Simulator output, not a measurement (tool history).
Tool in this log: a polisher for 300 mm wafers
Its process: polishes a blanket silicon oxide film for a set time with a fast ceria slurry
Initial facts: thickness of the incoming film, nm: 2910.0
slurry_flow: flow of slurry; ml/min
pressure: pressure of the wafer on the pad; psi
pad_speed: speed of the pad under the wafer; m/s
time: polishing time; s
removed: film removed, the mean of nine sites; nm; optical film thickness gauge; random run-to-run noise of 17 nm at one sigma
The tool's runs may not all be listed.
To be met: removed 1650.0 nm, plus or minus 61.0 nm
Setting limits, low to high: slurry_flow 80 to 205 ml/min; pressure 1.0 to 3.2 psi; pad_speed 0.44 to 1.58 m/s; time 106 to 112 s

run	hour	slurry_flow	pressure	pad_speed	time	removed
1	0.0	135	2.1	1.00	106	1109.0
2	4.9	135	2.2	1.00	106	1167.9
3	12.6	135	2.2	1.00	112	1223.4
4	20.5	135	2.2	0.84	112	1042.2
5	29.4	135	2.3	0.84	112	1087.7
6	30.0	135	2.3	0.84	106	1043.7
7	35.0	155	2.9	0.86	106	1334.6
8	37.4	155	2.9	0.88	106	1401.6
9	44.5	155	3.1	0.90	106	1500.0

Below are 4 possible settings for the next run. Only one of them brings all results inside the allowed miss of their targets. Which is it?
A	51.6	145	3.0	0.96	112	?
B	51.6	155	2.9	1.06	112	?
C	51.6	195	3.2	0.80	112	?
D	51.6	150	3.2	0.96	112	?

move	removed
A	1643.7
B	1766.8
C	1526.2
D	1759.3
A: all results land within tolerance of their targets
B: the result that was furthest off in the last run now lies on the other side of its target
C: gains on the last run, yet a result remains outside its allowed miss
D: the result that was furthest off in the last run now lies on the other side of its target
Go with A: it meets all targets.
